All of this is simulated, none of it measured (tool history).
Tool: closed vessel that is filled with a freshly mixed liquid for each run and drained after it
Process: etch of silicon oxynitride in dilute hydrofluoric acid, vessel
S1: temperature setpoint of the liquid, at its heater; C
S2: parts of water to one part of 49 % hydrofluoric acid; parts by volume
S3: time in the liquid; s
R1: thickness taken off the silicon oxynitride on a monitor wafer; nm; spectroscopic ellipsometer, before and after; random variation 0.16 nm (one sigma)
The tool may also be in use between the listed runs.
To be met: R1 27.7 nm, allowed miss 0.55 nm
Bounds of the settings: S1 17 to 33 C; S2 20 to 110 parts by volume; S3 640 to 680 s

{"run": 1, "day": 0.0, "S1": 25, "S2": 60, "S3": 640, "R1": 40.397}
{"run": 2, "day": 0.333, "S1": 25, "S2": 75, "S3": 640, "R1": 31.727}
{"run": 3, "day": 0.45, "S1": 24, "S2": 75, "S3": 640, "R1": 30.309}
{"run": 4, "day": 0.554, "S1": 24, "S2": 60, "S3": 640, "R1": 38.36}
{"day": 0.733, "done": "hydrofluoric acid flow meter replaced"}
{"run": 5, "day": 0.733, "S1": 22, "S2": 60, "S3": 640, "R1": 39.682}
{"run": 6, "day": 0.95, "S1": 22, "S2": 65, "S3": 640, "R1": 36.531}
{"run": 7, "day": 1.025, "S1": 22, "S2": 70, "S3": 640, "R1": 33.605}
{"run": 8, "day": 1.4, "S1": 22, "S2": 75, "S3": 640, "R1": 31.075}
{"run": 9, "day": 1.683, "S1": 22, "S2": 80, "S3": 640, "R1": 29.112}

Which of these 5 next moves meets every target?
{"run": "A", "day": 1.967, "S1": 21.5, "S2": 85, "S3": 660, "R1": "?"}
{"run": "B", "day": 1.967, "S1": 22, "S2": 80, "S3": 670, "R1": "?"}
{"run": "C", "day": 1.967, "S1": 23, "S2": 80, "S3": 640, "R1": "?"}
{"run": "D", "day": 1.967, "S1": 24, "S2": 85, "S3": 650, "R1": "?"}
{"run": "E", "day": 1.967, "S1": 22.5, "S2": 80, "S3": 655, "R1": "?"}

move=A R1=27.666
move=B R1=30.695
move=C R1=30.776
move=D R1=30.736
move=E R1=30.745
A: meets every target
B: further off than the last run
C: further off than the last run
D: further off than the last run
E: further off than the last run
Answer: A
